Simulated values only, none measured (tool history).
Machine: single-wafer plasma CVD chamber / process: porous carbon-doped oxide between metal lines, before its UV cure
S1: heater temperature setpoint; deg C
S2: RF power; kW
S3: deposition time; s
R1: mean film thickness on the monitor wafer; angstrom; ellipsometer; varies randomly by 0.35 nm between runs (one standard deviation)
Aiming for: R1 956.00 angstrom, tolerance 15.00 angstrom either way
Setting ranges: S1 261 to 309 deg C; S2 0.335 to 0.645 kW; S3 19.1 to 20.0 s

run	hour	S1	S2	S3	R1
1	0.0	285	0.490	20.0	1058.80
2	0.5	285	0.520	20.0	1097.70
3	6.9	289	0.520	20.0	1072.00
4	15.4	289	0.560	20.0	1111.80
5	20.9	292	0.555	20.0	1081.70
6	25.7	295	0.555	20.0	1065.30
7	30.0	297	0.550	20.0	1042.60
8	32.1	299	0.550	20.0	1031.60
9	40.8	301	0.545	20.0	1014.90
10	41.5	302	0.545	20.0	1004.50
11	42.0	303	0.545	20.0	998.75

Exercise: of the 5 proposed moves below, exactly one satisfies all targets within the stated allowed misses. Which move is it?
A	42.5	299	0.580	20.0	?
B	42.5	309	0.605	20.0	?
C	42.5	305	0.610	19.5	?
D	42.5	304	0.575	19.7	?
E	42.5	298	0.520	19.1	?

move	R1
A	1057.70
B	1017.80
C	1022.60
D	1004.90
E	956.80
A: its largest miss is bigger than the last run's
B: its largest miss is bigger than the last run's
C: its largest miss is bigger than the last run's
D: its largest miss is bigger than the last run's
E: all results in spec
E is the move that brings every result within its allowed miss.
